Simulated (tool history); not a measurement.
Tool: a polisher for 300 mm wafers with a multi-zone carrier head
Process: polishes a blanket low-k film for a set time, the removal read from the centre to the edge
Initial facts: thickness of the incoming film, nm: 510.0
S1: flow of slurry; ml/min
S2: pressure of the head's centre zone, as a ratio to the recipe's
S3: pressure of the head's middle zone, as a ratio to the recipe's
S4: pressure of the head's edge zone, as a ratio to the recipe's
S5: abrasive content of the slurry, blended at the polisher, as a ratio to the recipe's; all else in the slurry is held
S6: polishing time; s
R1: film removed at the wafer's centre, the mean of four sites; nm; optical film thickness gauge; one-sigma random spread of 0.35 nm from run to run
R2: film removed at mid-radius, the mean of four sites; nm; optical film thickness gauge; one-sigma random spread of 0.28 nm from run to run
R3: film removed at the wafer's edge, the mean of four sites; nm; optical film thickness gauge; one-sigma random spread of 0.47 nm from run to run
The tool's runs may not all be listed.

{"run": 1, "hour": 0.0, "S1": 225, "S2": 1.0, "S3": 1.0, "S4": 1.0, "S5": 1.0, "S6": 49, "R1": 23.009, "R2": 22.514, "R3": 22.183}
{"run": 2, "hour": 2.3, "S1": 225, "S2": 0.96, "S3": 1.0, "S4": 1.0, "S5": 1.0, "S6": 49, "R1": 22.085, "R2": 22.823, "R3": 21.8}
{"run": 3, "hour": 10.8, "S1": 225, "S2": 0.96, "S3": 1.0, "S4": 1.05, "S5": 1.0, "S6": 49, "R1": 22.434, "R2": 22.45, "R3": 23.142}
{"run": 4, "hour": 12.0, "S1": 225, "S2": 0.96, "S3": 1.0, "S4": 0.98, "S5": 1.0, "S6": 49, "R1": 21.836, "R2": 22.479, "R3": 21.896}
{"run": 5, "hour": 13.9, "S1": 170, "S2": 0.96, "S3": 1.0, "S4": 0.98, "S5": 1.0, "S6": 49, "R1": 20.804, "R2": 21.213, "R3": 21.486}
{"run": 6, "hour": 19.1, "S1": 170, "S2": 0.89, "S3": 1.0, "S4": 0.98, "S5": 1.0, "S6": 49, "R1": 19.35, "R2": 21.667, "R3": 21.215}
{"run": 7, "hour": 27.9, "S1": 185, "S2": 0.92, "S3": 1.01, "S4": 0.99, "S5": 1.05, "S6": 49, "R1": 20.973, "R2": 23.026, "R3": 21.683}
{"run": 8, "hour": 35.1, "S1": 190, "S2": 0.94, "S3": 1.01, "S4": 1.01, "S5": 1.1, "S6": 49, "R1": 21.892, "R2": 23.238, "R3": 22.696}
{"run": 9, "hour": 38.0, "S1": 200, "S2": 0.97, "S3": 1.02, "S4": 1.02, "S5": 1.15, "S6": 49, "R1": 22.716, "R2": 24.048, "R3": 23.511}
{"run": 10, "hour": 41.4, "S1": 215, "S2": 0.99, "S3": 1.01, "S4": 1.01, "S5": 1.2, "S6": 50, "R1": 25.203, "R2": 24.826, "R3": 24.346}
{"run": 11, "hour": 43.1, "S1": 225, "S2": 1.01, "S3": 1.02, "S4": 1.02, "S5": 1.25, "S6": 50, "R1": 26.137, "R2": 26.306, "R3": 25.532}
{"run": 12, "hour": 49.9, "S1": 250, "S2": 1.11, "S3": 0.92, "S4": 0.92, "S5": 1.5, "S6": 58, "R1": 36.465, "R2": 30.086, "R3": 30.255}
{"run": 13, "hour": 57.6, "S1": 255, "S2": 1.12, "S3": 0.93, "S4": 0.93, "S5": 1.5, "S6": 58, "R1": 36.146, "R2": 30.13, "R3": 30.347}

Run 14 has not been measured yet. What should we expect?
{"run": 14, "hour": 64.9, "S1": 255, "S2": 1.13, "S3": 0.93, "S4": 0.93, "S5": 1.5, "S6": 58, "R1": "?", "R2": "?", "R3": "?"}

{"run 14": {"R1": 37.107, "R2": 30.416, "R3": 30.594}}
